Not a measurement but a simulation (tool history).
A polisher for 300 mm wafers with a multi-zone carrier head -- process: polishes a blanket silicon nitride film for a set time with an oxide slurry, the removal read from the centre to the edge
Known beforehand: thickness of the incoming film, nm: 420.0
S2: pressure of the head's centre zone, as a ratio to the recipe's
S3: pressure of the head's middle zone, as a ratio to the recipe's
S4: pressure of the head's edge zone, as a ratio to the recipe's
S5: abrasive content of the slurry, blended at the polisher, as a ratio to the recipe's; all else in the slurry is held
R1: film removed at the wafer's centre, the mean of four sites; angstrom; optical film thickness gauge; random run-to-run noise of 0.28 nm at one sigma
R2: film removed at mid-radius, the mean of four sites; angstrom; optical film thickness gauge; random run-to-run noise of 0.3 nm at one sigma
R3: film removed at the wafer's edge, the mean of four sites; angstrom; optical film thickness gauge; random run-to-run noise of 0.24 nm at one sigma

run 1 hour=0 | flow_of_slurry_(ml/min)=320 S2=1 S3=1 S4=1 S5=1 polishing_time_(s)=49 | R1=396.21 R2=393.2 R3=397.07
run 2 hour=6.1 | flow_of_slurry_(ml/min)=315 S2=0.97 S3=0.96 S4=0.98 S5=0.85 polishing_time_(s)=45 | R1=325.44 R2=322.52 R3=344.43
run 3 hour=13.1 | flow_of_slurry_(ml/min)=315 S2=0.96 S3=0.95 S4=0.96 S5=0.75 polishing_time_(s)=42 | R1=279.12 R2=287.05 R3=294.26
run 4 hour=14 | flow_of_slurry_(ml/min)=355 S2=0.96 S3=0.95 S4=0.96 S5=0.75 polishing_time_(s)=42 | R1=293.23 R2=287.11 R3=303.9
run 5 hour=21.8 | flow_of_slurry_(ml/min)=355 S2=0.96 S3=1.03 S4=0.96 S5=0.75 polishing_time_(s)=42 | R1=289.29 R2=307.22 R3=302.87
run 6 hour=29.8 | flow_of_slurry_(ml/min)=360 S2=0.94 S3=0.98 S4=0.94 S5=0.65 polishing_time_(s)=41 | R1=261.87 R2=269.81 R3=273.23
run 7 hour=35 | flow_of_slurry_(ml/min)=360 S2=0.91 S3=0.94 S4=0.92 S5=0.6 polishing_time_(s)=41 | R1=249.75 R2=256.32 R3=263.12

What does the tool deliver on the next run?
run 8 hour=44 | flow_of_slurry_(ml/min)=355 S2=0.89 S3=0.9 S4=0.92 S5=0.55 polishing_time_(s)=41 | R1=? R2=? R3=?

R1: 231.55 angstrom
R2: 237.98 angstrom
R3: 255.68 angstrom
